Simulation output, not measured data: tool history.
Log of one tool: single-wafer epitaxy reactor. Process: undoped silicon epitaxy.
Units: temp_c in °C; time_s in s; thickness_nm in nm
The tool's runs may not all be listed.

| run | hour | temp_c | time_s | thickness_nm |
|---|---|---|---|---|
| 1 | 0 | 675 | 438 | 121.23 |
| 2 | 8.9 | 686 | 438 | 156.34 |
| 3 | 12.2 | 678 | 438 | 130.48 |
| 4 | 21 | 678 | 471 | 139.06 |
| 5 | 25.9 | 682 | 472 | 153.14 |
| 6 | 33.7 | 682 | 512 | 165.6 |
| 7 | 40.7 | 694 | 514 | 217.82 |

The next listed run, before its measurement:
| 8 | 45.6 | 693 | 514 | ? |

Run 8 gave thickness_nm 214.87 nm.

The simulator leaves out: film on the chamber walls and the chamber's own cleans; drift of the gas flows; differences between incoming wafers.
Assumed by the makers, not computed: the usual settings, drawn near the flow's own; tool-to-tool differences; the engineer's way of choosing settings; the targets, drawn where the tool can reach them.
